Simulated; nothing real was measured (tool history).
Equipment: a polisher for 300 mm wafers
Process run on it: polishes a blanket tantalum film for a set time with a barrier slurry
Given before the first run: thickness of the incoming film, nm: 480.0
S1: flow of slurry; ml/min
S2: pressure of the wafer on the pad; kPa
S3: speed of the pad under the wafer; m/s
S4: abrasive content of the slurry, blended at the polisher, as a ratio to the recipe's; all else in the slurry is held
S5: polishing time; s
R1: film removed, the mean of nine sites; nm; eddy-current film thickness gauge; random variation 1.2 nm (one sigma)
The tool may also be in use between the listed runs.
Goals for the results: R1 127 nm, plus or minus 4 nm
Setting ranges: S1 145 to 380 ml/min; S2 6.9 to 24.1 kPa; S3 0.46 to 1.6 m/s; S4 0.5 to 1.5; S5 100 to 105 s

run  hour   S1    S2    S3   S4   S5      R1
  1     0  245  15.2  1.02    1  100   157.8
  2   2.3  285  15.2  1.02    1  100  161.03
  3   4.8  285  15.2  1.18    1  100  185.31
  4   5.8  285  15.2  1.18  1.1  100  194.79
  5   6.3  285  13.8  1.18  1.1  100   174.4
  6  13.5  265  13.8  1.18  1.1  100  171.68
  7  15.5  260  13.1  1.18  1.1  100  167.36
  8  22.1  260  11.7  1.18  1.1  100   146.9
  9  30.1  260    11  1.18  1.1  100  138.66

Which single option among these 5 for the next run brings every result within its allowed miss of target? Just one does.
  A  38.1  260  13.8  0.92   1.2  105   ?
  B  38.1  270  15.2   0.9  0.95  105   ?
  C  38.1  245     9  1.22  1.15  100   ?
  D  38.1  245  11.7  1.04     1  102   ?
  E  38.1  235  10.3  1.42   1.2  100   ?

move      R1
   A  151.21
   B  149.52
   C  120.32
   D  130.15
   E  160.18
A: misses by more than the last run did
B: misses by more than the last run did
C: takes the result that was furthest off past its target
D: all results in spec
E: misses by more than the last run did
The right move is D.
